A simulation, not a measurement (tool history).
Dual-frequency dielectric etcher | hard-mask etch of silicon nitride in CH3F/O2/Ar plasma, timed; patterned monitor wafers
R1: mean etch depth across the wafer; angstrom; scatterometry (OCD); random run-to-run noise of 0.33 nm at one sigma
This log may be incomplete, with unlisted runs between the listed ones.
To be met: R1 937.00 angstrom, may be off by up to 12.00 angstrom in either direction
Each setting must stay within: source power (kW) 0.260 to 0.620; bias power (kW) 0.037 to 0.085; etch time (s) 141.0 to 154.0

run 1 hour=0.0 | source_power_(kW)=0.440 bias_power_(kW)=0.061 etch_time_(s)=154.0 | R1=1106.20
run 2 hour=3.8 | source_power_(kW)=0.440 bias_power_(kW)=0.061 etch_time_(s)=141.0 | R1=1013.50
run 3 hour=6.9 | source_power_(kW)=0.430 bias_power_(kW)=0.061 etch_time_(s)=141.0 | R1=1000.40
run 4 hour=8.6 | source_power_(kW)=0.420 bias_power_(kW)=0.061 etch_time_(s)=141.0 | R1=984.42
run 5 hour=13.2 | source_power_(kW)=0.420 bias_power_(kW)=0.061 etch_time_(s)=141.0 | R1=986.07
-- hour=19.8 wet clean of the chamber
run 6 hour=19.8 | source_power_(kW)=0.420 bias_power_(kW)=0.055 etch_time_(s)=141.0 | R1=986.63
run 7 hour=22.8 | source_power_(kW)=0.410 bias_power_(kW)=0.055 etch_time_(s)=141.0 | R1=963.25
run 8 hour=29.3 | source_power_(kW)=0.400 bias_power_(kW)=0.055 etch_time_(s)=141.0 | R1=949.41

Which one of the following 5 next-run settings gets every result inside its allowed miss? There is exactly one.
run A hour=35.8 | source_power_(kW)=0.390 bias_power_(kW)=0.056 etch_time_(s)=145.5 | R1=?
run B hour=35.8 | source_power_(kW)=0.370 bias_power_(kW)=0.060 etch_time_(s)=145.5 | R1=?
run C hour=35.8 | source_power_(kW)=0.400 bias_power_(kW)=0.051 etch_time_(s)=149.0 | R1=?
run D hour=35.8 | source_power_(kW)=0.430 bias_power_(kW)=0.037 etch_time_(s)=151.0 | R1=?
run E hour=35.8 | source_power_(kW)=0.450 bias_power_(kW)=0.041 etch_time_(s)=147.0 | R1=?

move=A R1=970.37
move=B R1=960.01
move=C R1=978.09
move=D R1=934.65
move=E R1=967.41
A: misses by more than the last run did
B: misses by more than the last run did
C: misses by more than the last run did
D: in spec on every target
E: misses by more than the last run did
Go with D: it meets all targets.

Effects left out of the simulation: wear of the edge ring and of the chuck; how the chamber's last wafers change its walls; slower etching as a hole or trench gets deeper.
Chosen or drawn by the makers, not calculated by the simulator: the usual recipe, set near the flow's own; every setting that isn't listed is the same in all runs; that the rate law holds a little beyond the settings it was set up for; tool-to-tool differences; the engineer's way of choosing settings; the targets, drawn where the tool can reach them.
